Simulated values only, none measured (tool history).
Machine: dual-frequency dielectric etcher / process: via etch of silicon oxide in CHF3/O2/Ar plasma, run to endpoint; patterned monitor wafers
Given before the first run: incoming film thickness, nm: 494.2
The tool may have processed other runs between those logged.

| run | hour | source power (W) | bias power (W) | endpoint time (s) |
|---|---|---|---|---|
| 1 | 0.0 | 850 | 136 | 240.51 |
| 2 | 4.1 | 850 | 114 | 253.21 |
| 3 | 11.7 | 850 | 104 | 259.71 |
| 4 | 14.6 | 850 | 116 | 252.39 |
| 5 | 18.2 | 750 | 108 | 273.79 |
| 6 | 26.7 | 750 | 128 | 258.62 |
| 7 | 34.9 | 670 | 121 | 276.75 |
| 8 | 42.2 | 670 | 121 | 277.13 |
| 9 | 47.2 | 620 | 118 | 289.44 |
| 10 | 51.5 | 590 | 118 | 295.25 |

For run 11, what comes out?
| 11 | 60.2 | 570 | 118 | ? |

endpoint time (s): 301.47
